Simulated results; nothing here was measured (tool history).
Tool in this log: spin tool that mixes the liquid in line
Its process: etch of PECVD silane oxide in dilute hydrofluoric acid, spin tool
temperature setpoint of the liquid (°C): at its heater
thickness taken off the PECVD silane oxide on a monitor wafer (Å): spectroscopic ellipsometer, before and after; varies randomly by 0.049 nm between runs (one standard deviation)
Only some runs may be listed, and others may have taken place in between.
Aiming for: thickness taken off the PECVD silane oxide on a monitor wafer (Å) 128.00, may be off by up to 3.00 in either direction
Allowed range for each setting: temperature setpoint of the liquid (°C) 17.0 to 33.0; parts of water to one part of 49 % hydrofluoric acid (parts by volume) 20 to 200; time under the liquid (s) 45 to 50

| run | hour | temperature setpoint of the liquid (°C) | parts of water to one part of 49 % hydrofluoric acid (parts by volume) | time under the liquid (s) | thickness taken off the PECVD silane oxide on a monitor wafer (Å) |
|---|---|---|---|---|---|
| 1 | 0.0 | 25.0 | 110 | 45 | 252.85 |
| 2 | 7.8 | 23.5 | 110 | 45 | 240.34 |
| 3 | 9.1 | 23.5 | 110 | 50 | 265.73 |
| 4 | 13.3 | 21.5 | 120 | 50 | 222.12 |
| 5 | 21.5 | 20.0 | 120 | 50 | 208.66 |
| 6 | 28.2 | 20.0 | 120 | 45 | 187.81 |
| 7 | 28.7 | 19.0 | 130 | 45 | 164.83 |
| 8 | 34.8 | 18.5 | 135 | 45 | 154.63 |
| 9 | 37.5 | 18.0 | 140 | 45 | 146.26 |
| 10 | 40.6 | 18.0 | 140 | 45 | 145.63 |
| 11 | 41.2 | 18.0 | 140 | 45 | 145.58 |
| 12 | 50.1 | 17.5 | 145 | 45 | 136.48 |

Which one of the following 4 next-run settings gets every result inside its allowed miss? There is exactly one.
| A | 59.0 | 21.0 | 155 | 45 | ? |
| B | 59.0 | 19.5 | 165 | 45 | ? |
| C | 59.0 | 17.5 | 155 | 50 | ? |
| D | 59.0 | 17.5 | 140 | 45 | ? |

| move | thickness taken off the PECVD silane oxide on a monitor wafer (Å) |
|---|---|
| A | 145.92 |
| B | 127.87 |
| C | 140.96 |
| D | 142.55 |
A: its largest miss is bigger than the last run's
B: meets every target
C: its largest miss is bigger than the last run's
D: its largest miss is bigger than the last run's
So the answer is move B, the one that meets all the targets.
